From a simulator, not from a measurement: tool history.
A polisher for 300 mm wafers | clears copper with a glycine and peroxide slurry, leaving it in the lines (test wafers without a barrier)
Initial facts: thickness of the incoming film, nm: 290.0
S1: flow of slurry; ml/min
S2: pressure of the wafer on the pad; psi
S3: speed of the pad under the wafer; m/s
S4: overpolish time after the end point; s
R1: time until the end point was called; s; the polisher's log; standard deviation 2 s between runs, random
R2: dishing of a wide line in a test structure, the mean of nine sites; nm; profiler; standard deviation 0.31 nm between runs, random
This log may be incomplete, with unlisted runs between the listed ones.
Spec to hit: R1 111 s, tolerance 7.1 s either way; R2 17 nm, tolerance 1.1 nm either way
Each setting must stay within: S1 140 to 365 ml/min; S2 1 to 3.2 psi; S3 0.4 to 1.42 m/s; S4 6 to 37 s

{"run": 1, "hour": 0.0, "S1": 235, "S2": 2.1, "S3": 0.9, "S4": 19, "R1": 74.213, "R2": 43.726}
{"run": 2, "hour": 5.7, "S1": 225, "S2": 1.9, "S3": 0.88, "S4": 16, "R1": 81.841, "R2": 36.921}
{"run": 3, "hour": 12.7, "S1": 260, "S2": 1.7, "S3": 0.82, "S4": 14, "R1": 92.913, "R2": 29.085}
{"run": 4, "hour": 15.1, "S1": 260, "S2": 1.7, "S3": 0.82, "S4": 19, "R1": 92.984, "R2": 37.921}
{"run": 5, "hour": 22.0, "S1": 260, "S2": 1.7, "S3": 0.74, "S4": 19, "R1": 97.477, "R2": 36.731}
{"run": 6, "hour": 28.0, "S1": 260, "S2": 1.7, "S3": 0.92, "S4": 19, "R1": 82.868, "R2": 41.161}
{"run": 7, "hour": 35.6, "S1": 270, "S2": 1.8, "S3": 0.82, "S4": 16, "R1": 85.362, "R2": 33.944}
{"run": 8, "hour": 36.6, "S1": 280, "S2": 1.7, "S3": 0.8, "S4": 14, "R1": 93.325, "R2": 28.871}
{"run": 9, "hour": 41.7, "S1": 285, "S2": 1.7, "S3": 0.76, "S4": 12, "R1": 97.985, "R2": 24.819}
{"run": 10, "hour": 46.2, "S1": 285, "S2": 1.7, "S3": 0.74, "S4": 11, "R1": 98.918, "R2": 21.946}
{"run": 11, "hour": 47.0, "S1": 285, "S2": 1.7, "S3": 0.72, "S4": 10, "R1": 98.392, "R2": 19.954}
{"run": 12, "hour": 53.3, "S1": 285, "S2": 1.7, "S3": 0.7, "S4": 10, "R1": 101.7, "R2": 19.762}
{"run": 13, "hour": 55.0, "S1": 285, "S2": 1.4, "S3": 0.7, "S4": 8, "R1": 118.34, "R2": 14.877}

Below are 4 possible settings for the next run. Only one of them brings all results inside the allowed miss of their targets. Which is it?
{"run": "A", "hour": 56.7, "S1": 265, "S2": 1.1, "S3": 0.64, "S4": 11, "R1": "?", "R2": "?"}
{"run": "B", "hour": 56.7, "S1": 265, "S2": 1.5, "S3": 0.5, "S4": 10, "R1": "?", "R2": "?"}
{"run": "C", "hour": 56.7, "S1": 290, "S2": 1.3, "S3": 0.8, "S4": 9, "R1": "?", "R2": "?"}
{"run": "D", "hour": 56.7, "S1": 310, "S2": 1.2, "S3": 0.88, "S4": 6, "R1": "?", "R2": "?"}

move=A R1=140.31 R2=17.252
move=B R1=135.1 R2=16.47
move=C R1=110.71 R2=17.756
move=D R1=109.09 R2=12.338
A: brings the last run's worst result on target, with another outside its allowed miss
B: brings the last run's worst result on target, with another outside its allowed miss
C: all results in spec
D: further off than the last run
Correct choice: C, which meets every target
